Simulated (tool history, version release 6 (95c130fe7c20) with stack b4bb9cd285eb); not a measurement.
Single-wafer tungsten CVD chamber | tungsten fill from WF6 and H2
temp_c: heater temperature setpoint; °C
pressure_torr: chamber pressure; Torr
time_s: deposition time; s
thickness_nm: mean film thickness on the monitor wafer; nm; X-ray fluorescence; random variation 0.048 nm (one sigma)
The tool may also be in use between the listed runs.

run 1 hour=0 | temp_c=380 pressure_torr=47.6 time_s=11.59 | thickness_nm=27.251
run 2 hour=6.2 | temp_c=379 pressure_torr=47.6 time_s=11.59 | thickness_nm=26.665
run 3 hour=8.9 | temp_c=375 pressure_torr=47.6 time_s=11.59 | thickness_nm=24.852
run 4 hour=14 | temp_c=374 pressure_torr=47.6 time_s=11.59 | thickness_nm=24.432
run 5 hour=16.3 | temp_c=373 pressure_torr=47.6 time_s=11.59 | thickness_nm=23.978
run 6 hour=18.7 | temp_c=381 pressure_torr=47.6 time_s=11.59 | thickness_nm=27.662

The next listed run, before its measurement:
run 7 hour=20.1 | temp_c=379 pressure_torr=47.5 time_s=11.59 | thickness_nm=?

{"run 7": {"thickness_nm": 26.766}}
